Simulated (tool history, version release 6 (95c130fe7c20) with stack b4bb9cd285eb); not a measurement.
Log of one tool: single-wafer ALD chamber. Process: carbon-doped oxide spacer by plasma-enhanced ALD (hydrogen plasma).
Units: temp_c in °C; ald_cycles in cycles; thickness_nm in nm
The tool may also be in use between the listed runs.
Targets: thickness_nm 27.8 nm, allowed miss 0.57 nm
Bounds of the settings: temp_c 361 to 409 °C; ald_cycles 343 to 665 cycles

{"run": 1, "hour": 0.0, "temp_c": 385, "ald_cycles": 504, "thickness_nm": 23.424}
{"run": 2, "hour": 3.8, "temp_c": 385, "ald_cycles": 513, "thickness_nm": 24.195}
{"run": 3, "hour": 7.3, "temp_c": 385, "ald_cycles": 462, "thickness_nm": 21.812}
{"run": 4, "hour": 13.1, "temp_c": 385, "ald_cycles": 491, "thickness_nm": 23.003}
{"run": 5, "hour": 21.8, "temp_c": 385, "ald_cycles": 502, "thickness_nm": 23.463}
{"run": 6, "hour": 25.2, "temp_c": 391, "ald_cycles": 502, "thickness_nm": 23.783}
{"run": 7, "hour": 34.2, "temp_c": 391, "ald_cycles": 510, "thickness_nm": 23.904}
{"run": 8, "hour": 38.4, "temp_c": 391, "ald_cycles": 519, "thickness_nm": 24.739}

Which of these 5 next moves meets every target?
{"run": "A", "hour": 42.6, "temp_c": 400, "ald_cycles": 628, "thickness_nm": "?"}
{"run": "B", "hour": 42.6, "temp_c": 378, "ald_cycles": 595, "thickness_nm": "?"}
{"run": "C", "hour": 42.6, "temp_c": 403, "ald_cycles": 572, "thickness_nm": "?"}
{"run": "D", "hour": 42.6, "temp_c": 391, "ald_cycles": 616, "thickness_nm": "?"}
{"run": "E", "hour": 42.6, "temp_c": 390, "ald_cycles": 566, "thickness_nm": "?"}

move=A thickness_nm=29.14
move=B thickness_nm=27.86
move=C thickness_nm=26.33
move=D thickness_nm=28.844
move=E thickness_nm=26.502
A: takes the result that was furthest off past its target
B: meets every target
C: nearer than the last run, and not there yet
D: takes the result that was furthest off past its target
E: nearer than the last run, and not there yet
The right move is B.
